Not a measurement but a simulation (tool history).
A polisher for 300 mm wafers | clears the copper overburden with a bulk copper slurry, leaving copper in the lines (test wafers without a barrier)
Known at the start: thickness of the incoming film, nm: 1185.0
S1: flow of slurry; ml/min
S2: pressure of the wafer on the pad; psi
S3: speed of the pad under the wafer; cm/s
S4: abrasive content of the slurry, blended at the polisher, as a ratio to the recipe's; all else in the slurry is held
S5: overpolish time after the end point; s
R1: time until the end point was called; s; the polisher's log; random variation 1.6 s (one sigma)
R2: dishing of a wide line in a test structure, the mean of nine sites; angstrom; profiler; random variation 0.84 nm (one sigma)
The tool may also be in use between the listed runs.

run 1 hour=0 | S1=155 S2=2.3 S3=104 S4=1 S5=25 | R1=132.65 R2=450.86
run 2 hour=8.9 | S1=155 S2=2.4 S3=106 S4=1 S5=22 | R1=127.72 R2=456.05
run 3 hour=10.9 | S1=130 S2=2.4 S3=106 S4=1 S5=22 | R1=133.83 R2=452.8
run 4 hour=17.3 | S1=130 S2=2.4 S3=106 S4=1 S5=14 | R1=132.38 R2=408.98
run 5 hour=24.9 | S1=135 S2=2.5 S3=106 S4=1 S5=14 | R1=128.35 R2=412.25
run 6 hour=27.6 | S1=135 S2=2.5 S3=106 S4=1.15 S5=14 | R1=125.87 R2=423.03
run 7 hour=35 | S1=140 S2=2.6 S3=106 S4=1.15 S5=14 | R1=119.47 R2=416.56

The next listed run, before its measurement:
run 8 hour=39.1 | S1=140 S2=2.6 S3=106 S4=1.15 S5=15 | R1=? R2=?

{"run 8": {"R1": 121.99, "R2": 433.55}}

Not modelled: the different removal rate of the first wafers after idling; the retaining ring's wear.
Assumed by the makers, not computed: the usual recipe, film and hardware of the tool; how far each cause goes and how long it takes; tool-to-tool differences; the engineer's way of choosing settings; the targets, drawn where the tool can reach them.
